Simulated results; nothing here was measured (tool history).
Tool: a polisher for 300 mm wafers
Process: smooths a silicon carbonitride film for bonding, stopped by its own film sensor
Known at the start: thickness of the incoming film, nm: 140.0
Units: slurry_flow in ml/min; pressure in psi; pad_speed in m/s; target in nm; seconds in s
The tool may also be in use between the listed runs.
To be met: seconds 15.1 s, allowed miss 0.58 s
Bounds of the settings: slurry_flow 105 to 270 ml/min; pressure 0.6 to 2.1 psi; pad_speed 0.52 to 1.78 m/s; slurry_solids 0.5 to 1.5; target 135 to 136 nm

run  hour  slurry_flow  pressure  pad_speed  slurry_solids  target  seconds
  1     0          175       1.3       1.14              1     135   22.846
  2   5.1          175       1.3       1.14           1.15     135   21.322
  3   8.9          180       1.4       1.14           1.15     135   20.138
  4  11.9          180       1.5       1.14           1.15     135    18.72
  5  13.9          180       1.6       1.14           1.15     135   17.156
  6  15.7          200       1.6       1.14           1.15     135   17.285
  7  22.6          200       1.7       1.14           1.15     135   15.934
  8  27.8          200       1.7       1.14           1.15     135   16.465

4 next moves are on the table. One of them brings every result within its allowed miss. Which?
  A    33          205       1.2       1.26            1.1     136        ?
  B    33          200       1.8       1.04           1.15     135        ?
  C    33          185       1.7       1.08           1.15     135        ?
  D    33          190       1.8       1.26              1     135        ?

move  seconds
   A   17.179
   B   16.275
   C   16.976
   D   15.167
A: further off than the last run
B: nearer than the last run, and not there yet
C: further off than the last run
D: meets every target
The right move is D.
